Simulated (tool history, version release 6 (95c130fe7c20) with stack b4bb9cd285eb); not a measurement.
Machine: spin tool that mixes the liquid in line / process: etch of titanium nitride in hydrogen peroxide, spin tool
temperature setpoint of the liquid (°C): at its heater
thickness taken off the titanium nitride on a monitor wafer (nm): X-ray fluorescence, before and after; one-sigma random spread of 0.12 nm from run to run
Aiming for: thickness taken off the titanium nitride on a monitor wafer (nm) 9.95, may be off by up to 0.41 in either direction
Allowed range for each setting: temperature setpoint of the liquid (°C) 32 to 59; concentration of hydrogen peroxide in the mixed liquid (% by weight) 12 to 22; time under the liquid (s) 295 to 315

run  hour  temperature setpoint of the liquid (°C)  concentration of hydrogen peroxide in the mixed liquid (% by weight)  time under the liquid (s)  thickness taken off the titanium nitride on a monitor wafer (nm)
  1     0                                       43                                                                    15                        295                                                            4.4639
  2   3.1                                     45.5                                                                    15                        295                                                            5.4133
  3   6.5                                     47.5                                                                    15                        295                                                            6.1826
  4   7.6                                       49                                                                    15                        295                                                             7.115
  5   8.4                                       49                                                                    15                        295                                                            7.0275
  6  11.9                                       50                                                                    15                        295                                                            7.4661
  7  13.3                                       51                                                                    15                        295                                                            8.2216
  8  15.2                                     51.5                                                                    15                        295                                                            8.3844
  9  21.9                                       52                                                                    15                        295                                                            8.6128
 10  28.3                                     52.5                                                                    15                        295                                                            9.0006
 11  34.6                                     52.5                                                                    15                        295                                                            8.9683
 12  36.3                                       53                                                                    15                        295                                                            9.2584

5 candidate next runs follow, results not yet known. Just one meets every target within its allowed miss. Identify it.
  A    38                                       54                                                                  15.5                        315                                                                 ?
  B    38                                       55                                                                  15.5                        305                                                                 ?
  C    38                                     51.5                                                                    17                        310                                                                 ?
  D    38                                     52.5                                                                    18                        315                                                                 ?
  E    38                                       51                                                                    15                        310                                                                 ?

move  thickness taken off the titanium nitride on a monitor wafer (nm)
   A                                                             10.89
   B                                                            11.312
   C                                                            9.1506
   D                                                            10.108
   E                                                            8.5981
A: pushes the last run's worst result past its target
B: pushes the last run's worst result past its target
C: the biggest miss grows against the last run
D: every result within its allowed miss
E: the biggest miss grows against the last run
Answer: D
